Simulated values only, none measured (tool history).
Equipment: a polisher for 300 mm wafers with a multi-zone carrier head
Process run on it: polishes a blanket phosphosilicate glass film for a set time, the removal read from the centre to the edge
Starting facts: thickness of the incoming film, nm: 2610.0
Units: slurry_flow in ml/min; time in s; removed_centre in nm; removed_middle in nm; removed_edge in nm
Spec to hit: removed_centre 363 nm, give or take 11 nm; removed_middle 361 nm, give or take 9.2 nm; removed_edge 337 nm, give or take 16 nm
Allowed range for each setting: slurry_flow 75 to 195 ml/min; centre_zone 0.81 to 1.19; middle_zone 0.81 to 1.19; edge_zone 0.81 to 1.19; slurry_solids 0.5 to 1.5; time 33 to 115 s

Run 1, hour 0: slurry_flow 125 ml/min, centre_zone 1, middle_zone 1, edge_zone 1, slurry_solids 1, time 73 s. Result: removed_centre 501.37 nm, removed_middle 500.23 nm, removed_edge 491.99 nm.
Run 2, hour 8.5: slurry_flow 120 ml/min, centre_zone 0.99, middle_zone 0.99, edge_zone 0.95, slurry_solids 0.85, time 72 s. Result: removed_centre 444.41 nm, removed_middle 452.79 nm, removed_edge 428.76 nm.
Run 3, hour 10.4: slurry_flow 120 ml/min, centre_zone 0.91, middle_zone 0.99, edge_zone 0.95, slurry_solids 0.85, time 72 s. Result: removed_centre 410.33 nm, removed_middle 452.65 nm, removed_edge 430.55 nm.
Run 4, hour 17.6: slurry_flow 115 ml/min, centre_zone 0.93, middle_zone 0.96, edge_zone 0.91, slurry_solids 0.8, time 72 s. Result: removed_centre 396.18 nm, removed_middle 427.18 nm, removed_edge 413.2 nm.
Run 5, hour 19.6: slurry_flow 85 ml/min, centre_zone 0.93, middle_zone 0.96, edge_zone 0.91, slurry_solids 0.8, time 72 s. Result: removed_centre 356.92 nm, removed_middle 382.22 nm, removed_edge 390.17 nm.
Run 6, hour 27.9: slurry_flow 85 ml/min, centre_zone 0.96, middle_zone 0.97, edge_zone 0.88, slurry_solids 0.75, time 72 s. Result: removed_centre 356.86 nm, removed_middle 372.92 nm, removed_edge 358.02 nm.
Run 7, hour 35.8: slurry_flow 85 ml/min, centre_zone 0.97, middle_zone 0.97, edge_zone 0.87, slurry_solids 0.75, time 72 s. Result: removed_centre 360.87 nm, removed_middle 372.98 nm, removed_edge 358.89 nm.
Run 8, hour 40: slurry_flow 85 ml/min, centre_zone 0.98, middle_zone 0.97, edge_zone 0.86, slurry_solids 0.75, time 72 s. Result: removed_centre 360.11 nm, removed_middle 370.57 nm, removed_edge 354.44 nm.
Run 9, hour 46.4: slurry_flow 85 ml/min, centre_zone 0.99, middle_zone 0.97, edge_zone 0.85, slurry_solids 0.75, time 72 s. Result: removed_centre 366.7 nm, removed_middle 369.76 nm, removed_edge 358.68 nm.
Run 10, hour 49: slurry_flow 85 ml/min, centre_zone 1.03, middle_zone 1.01, edge_zone 0.81, slurry_solids 0.6, time 72 s. Result: removed_centre 337.9 nm, removed_middle 342.38 nm, removed_edge 308.72 nm.
Run 11, hour 56.5: slurry_flow 90 ml/min, centre_zone 1.03, middle_zone 1, edge_zone 0.83, slurry_solids 0.6, time 72 s. Result: removed_centre 345.91 nm, removed_middle 345.31 nm, removed_edge 313.44 nm.
Run 12, hour 59.2: slurry_flow 95 ml/min, centre_zone 1.02, middle_zone 0.99, edge_zone 0.85, slurry_solids 0.6, time 72 s. Result: removed_centre 347.54 nm, removed_middle 353.61 nm, removed_edge 325.12 nm.
Run 13, hour 60.6: slurry_flow 100 ml/min, centre_zone 1.02, middle_zone 0.98, edge_zone 0.86, slurry_solids 0.6, time 72 s. Result: removed_centre 357.37 nm, removed_middle 346.59 nm, removed_edge 332.21 nm.

Which single option among these 4 for the next run brings every result within its allowed miss of target? Just one does.
Run A, hour 62: slurry_flow 75 ml/min, centre_zone 1.04, middle_zone 0.93, edge_zone 0.85, slurry_solids 0.5, time 90 s. Result: removed_centre ?, removed_middle ?, removed_edge ?.
Run B, hour 62: slurry_flow 95 ml/min, centre_zone 1.03, middle_zone 0.99, edge_zone 0.88, slurry_solids 0.65, time 71 s. Result: removed_centre ?, removed_middle ?, removed_edge ?.
Run C, hour 62: slurry_flow 100 ml/min, centre_zone 1.05, middle_zone 0.95, edge_zone 0.92, slurry_solids 0.8, time 61 s. Result: removed_centre ?, removed_middle ?, removed_edge ?.
Run D, hour 62: slurry_flow 125 ml/min, centre_zone 1.06, middle_zone 0.95, edge_zone 0.81, slurry_solids 0.55, time 71 s. Result: removed_centre ?, removed_middle ?, removed_edge ?.

move  removed_centre  removed_middle  removed_edge
   A          359.44           334.9        344.44
   B           367.9          358.62         343.6
   C          368.01          338.97        341.45
   D          376.14          339.93        317.01
A: moves away from the targets compared with the last run
B: hits every target within its allowed miss
C: moves away from the targets compared with the last run
D: moves away from the targets compared with the last run
B is the move that brings every result within its allowed miss.

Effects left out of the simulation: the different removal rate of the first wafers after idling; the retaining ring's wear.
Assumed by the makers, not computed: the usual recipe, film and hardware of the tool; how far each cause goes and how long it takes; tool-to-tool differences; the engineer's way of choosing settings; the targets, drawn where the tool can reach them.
